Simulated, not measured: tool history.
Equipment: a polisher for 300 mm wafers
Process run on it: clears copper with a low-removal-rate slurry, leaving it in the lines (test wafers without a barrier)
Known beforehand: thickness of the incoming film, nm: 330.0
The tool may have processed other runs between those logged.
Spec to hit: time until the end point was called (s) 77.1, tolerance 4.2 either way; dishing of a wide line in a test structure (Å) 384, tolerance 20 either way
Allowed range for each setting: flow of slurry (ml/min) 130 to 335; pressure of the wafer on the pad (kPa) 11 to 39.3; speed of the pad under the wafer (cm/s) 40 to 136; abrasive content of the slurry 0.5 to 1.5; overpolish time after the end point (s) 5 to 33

run	hour	flow of slurry (ml/min)	pressure of the wafer on the pad (kPa)	speed of the pad under the wafer (cm/s)	abrasive content of the slurry	overpolish time after the end point (s)	time until the end point was called (s)	dishing of a wide line in a test structure (Å)
1	0	215	24.8	88	1	17	117.07	345.36
2	6.5	215	27.6	88	1	16	105.93	356.35
3	13	215	29.6	88	1	15	98.883	351.03
4	14.7	215	29.6	88	1	9	98.011	219.36
5	21.9	215	29.6	88	1.2	9	92.075	228.81
6	24	235	29.6	88	1.2	9	94.08	233.3
7	28.3	235	29.6	88	1.2	9	92.617	230.89
8	32.6	235	31	88	1.15	10	88.156	266.46
9	38.9	240	31.7	88	1.15	11	88.634	304.55
10	46.7	255	33.1	88	1.15	11	83.614	307.22
11	51.4	255	33.8	88	1.15	12	80.564	337.84
12	53.9	255	34.5	88	1.15	12	81.085	351.98
13	61.5	255	35.2	88	1.15	12	79.874	349.91
14	65.7	255	35.9	88	1.15	12	78.864	356.23
15	67.6	260	35.9	88	1.15	12	77.486	363.85

Pick the move, out of 5, that brings all results within their allowed miss; only one does.
A	69.5	280	31	102	1.25	11	?	?
B	69.5	295	35.2	98	1.2	12	?	?
C	69.5	265	32.4	98	1.1	13	?	?
D	69.5	295	38.6	88	1.4	10	?	?
E	69.5	190	34.5	92	1.4	15	?	?

move	time until the end point was called (s)	dishing of a wide line in a test structure (Å)
A	76.657	336.85
B	71.369	387.35
C	79.226	378.29
D	70.204	337.06
E	78.423	430.96
A: moves away from the targets compared with the last run
B: the worst result of the last run now meets its target, but another is out of spec
C: every result lands within tolerance
D: moves away from the targets compared with the last run
E: takes the result that was furthest off past its target
C is the move that brings every result within its allowed miss.
